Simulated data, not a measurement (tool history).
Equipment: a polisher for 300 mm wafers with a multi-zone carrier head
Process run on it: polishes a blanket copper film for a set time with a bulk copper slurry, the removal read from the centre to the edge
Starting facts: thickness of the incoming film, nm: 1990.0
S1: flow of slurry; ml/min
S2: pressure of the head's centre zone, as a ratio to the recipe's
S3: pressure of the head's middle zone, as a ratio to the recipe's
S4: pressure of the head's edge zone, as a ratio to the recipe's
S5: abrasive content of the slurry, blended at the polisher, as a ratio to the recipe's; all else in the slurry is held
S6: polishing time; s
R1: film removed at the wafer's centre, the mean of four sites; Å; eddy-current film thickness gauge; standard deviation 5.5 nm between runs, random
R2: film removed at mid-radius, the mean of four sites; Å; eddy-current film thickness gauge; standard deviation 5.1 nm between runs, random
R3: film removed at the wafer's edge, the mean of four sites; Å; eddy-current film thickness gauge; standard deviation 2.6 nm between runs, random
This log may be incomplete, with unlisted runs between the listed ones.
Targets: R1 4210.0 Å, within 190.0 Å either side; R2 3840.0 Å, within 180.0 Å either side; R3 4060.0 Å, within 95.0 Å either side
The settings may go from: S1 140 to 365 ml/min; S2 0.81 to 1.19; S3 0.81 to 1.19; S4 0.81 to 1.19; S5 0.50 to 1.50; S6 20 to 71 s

run 1 hour=0.0 | S1=235 S2=1.00 S3=1.00 S4=1.00 S5=1.00 S6=45 | R1=2885.8 R2=2888.3 R3=2936.4
run 2 hour=7.0 | S1=240 S2=1.02 S3=1.01 S4=1.02 S5=1.10 S6=46 | R1=3016.9 R2=3059.2 R3=3090.3
run 3 hour=15.8 | S1=240 S2=1.02 S3=1.01 S4=1.02 S5=1.10 S6=56 | R1=3682.9 R2=3603.6 R3=3693.6
run 4 hour=21.7 | S1=245 S2=1.03 S3=1.01 S4=1.03 S5=1.15 S6=56 | R1=3752.0 R2=3749.0 R3=3817.1
run 5 hour=24.4 | S1=245 S2=1.03 S3=1.01 S4=1.08 S5=1.15 S6=56 | R1=3752.6 R2=3771.5 R3=3860.2
run 6 hour=32.8 | S1=220 S2=1.03 S3=1.01 S4=1.08 S5=1.15 S6=56 | R1=3673.8 R2=3648.6 R3=3881.4
run 7 hour=34.9 | S1=225 S2=1.05 S3=1.01 S4=1.09 S5=1.15 S6=56 | R1=3730.9 R2=3784.1 R3=3836.5
run 8 hour=36.4 | S1=230 S2=1.06 S3=0.99 S4=1.09 S5=1.15 S6=56 | R1=3848.5 R2=3582.4 R3=3882.7
run 9 hour=43.6 | S1=235 S2=1.07 S3=0.99 S4=1.10 S5=1.15 S6=56 | R1=3837.4 R2=3656.1 R3=3897.0
run 10 hour=52.0 | S1=240 S2=1.08 S3=0.99 S4=1.10 S5=1.15 S6=56 | R1=3850.4 R2=3599.6 R3=3892.4
run 11 hour=52.6 | S1=245 S2=1.09 S3=0.99 S4=1.10 S5=1.15 S6=56 | R1=3908.4 R2=3703.8 R3=3888.2
run 12 hour=56.0 | S1=250 S2=1.10 S3=0.99 S4=1.11 S5=1.15 S6=56 | R1=3911.7 R2=3689.7 R3=3909.6
run 13 hour=64.7 | S1=250 S2=1.11 S3=0.99 S4=1.11 S5=1.15 S6=56 | R1=3944.6 R2=3739.0 R3=3915.3
run 14 hour=65.6 | S1=250 S2=1.12 S3=0.99 S4=1.11 S5=1.15 S6=56 | R1=3997.3 R2=3715.8 R3=3908.1
run 15 hour=74.4 | S1=250 S2=1.13 S3=0.99 S4=1.12 S5=1.15 S6=56 | R1=3960.4 R2=3717.3 R3=3955.0
run 16 hour=81.0 | S1=255 S2=1.14 S3=0.99 S4=1.12 S5=1.15 S6=56 | R1=4122.9 R2=3651.9 R3=3958.8

Exactly one of the 4 candidate moves below puts every result within its allowed miss. Which one?
run A hour=87.6 | S1=245 S2=1.16 S3=1.10 S4=1.05 S5=1.15 S6=56 | R1=? R2=? R3=?
run B hour=87.6 | S1=230 S2=1.13 S3=0.89 S4=1.18 S5=1.20 S6=57 | R1=? R2=? R3=?
run C hour=87.6 | S1=285 S2=1.13 S3=1.09 S4=1.11 S5=1.05 S6=54 | R1=? R2=? R3=?
run D hour=87.6 | S1=265 S2=1.16 S3=0.98 S4=1.12 S5=1.15 S6=57 | R1=? R2=? R3=?

move=A R1=4065.1 R2=4122.8 R3=3805.1
move=B R1=4042.6 R2=3514.3 R3=4102.6
move=C R1=3833.7 R2=3938.5 R3=3741.0
move=D R1=4169.4 R2=3833.0 R3=4013.7
A: the biggest miss grows against the last run
B: the furthest-off result lands on target, but another misses its tolerance
C: the biggest miss grows against the last run
D: in spec on every target
The right move is D.
